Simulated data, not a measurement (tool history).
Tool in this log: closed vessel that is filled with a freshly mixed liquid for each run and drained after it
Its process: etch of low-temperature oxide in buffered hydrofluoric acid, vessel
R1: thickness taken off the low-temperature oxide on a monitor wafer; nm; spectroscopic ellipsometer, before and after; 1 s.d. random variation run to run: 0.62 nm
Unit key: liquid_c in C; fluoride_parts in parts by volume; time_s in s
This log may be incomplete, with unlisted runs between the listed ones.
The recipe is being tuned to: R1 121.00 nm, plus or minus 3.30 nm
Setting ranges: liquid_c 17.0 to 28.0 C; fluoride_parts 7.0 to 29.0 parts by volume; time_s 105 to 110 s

{"run": 1, "hour": 0.0, "liquid_c": 20.0, "fluoride_parts": 18.0, "time_s": 105, "R1": 150.43}
{"run": 2, "hour": 7.7, "liquid_c": 19.5, "fluoride_parts": 18.0, "time_s": 105, "R1": 145.85}
{"run": 3, "hour": 12.7, "liquid_c": 19.0, "fluoride_parts": 18.0, "time_s": 105, "R1": 142.28}
{"run": 4, "hour": 20.3, "liquid_c": 18.5, "fluoride_parts": 18.0, "time_s": 105, "R1": 138.29}
{"run": 5, "hour": 25.6, "liquid_c": 20.0, "fluoride_parts": 18.0, "time_s": 105, "R1": 150.82}
{"run": 6, "hour": 26.6, "liquid_c": 19.5, "fluoride_parts": 18.0, "time_s": 105, "R1": 145.89}
{"run": 7, "hour": 35.3, "liquid_c": 19.0, "fluoride_parts": 18.0, "time_s": 105, "R1": 142.8}
{"run": 8, "hour": 40.6, "liquid_c": 18.5, "fluoride_parts": 18.5, "time_s": 105, "R1": 133.9}
{"run": 9, "hour": 45.1, "liquid_c": 18.0, "fluoride_parts": 18.5, "time_s": 105, "R1": 130.13}
{"run": 10, "hour": 51.3, "liquid_c": 17.5, "fluoride_parts": 18.5, "time_s": 105, "R1": 126.68}

4 next moves are on the table. One of them brings every result within its allowed miss. Which?
{"run": "A", "hour": 57.5, "liquid_c": 19.0, "fluoride_parts": 20.0, "time_s": 105, "R1": "?"}
{"run": "B", "hour": 57.5, "liquid_c": 19.5, "fluoride_parts": 20.0, "time_s": 110, "R1": "?"}
{"run": "C", "hour": 57.5, "liquid_c": 18.0, "fluoride_parts": 19.5, "time_s": 110, "R1": "?"}
{"run": "D", "hour": 57.5, "liquid_c": 17.0, "fluoride_parts": 20.0, "time_s": 110, "R1": "?"}

move=A R1=129.20
move=B R1=139.23
move=C R1=131.14
move=D R1=120.80
A: moves away from the targets compared with the last run
B: moves away from the targets compared with the last run
C: moves away from the targets compared with the last run
D: hits every target within its allowed miss
D is the move that brings every result within its allowed miss.
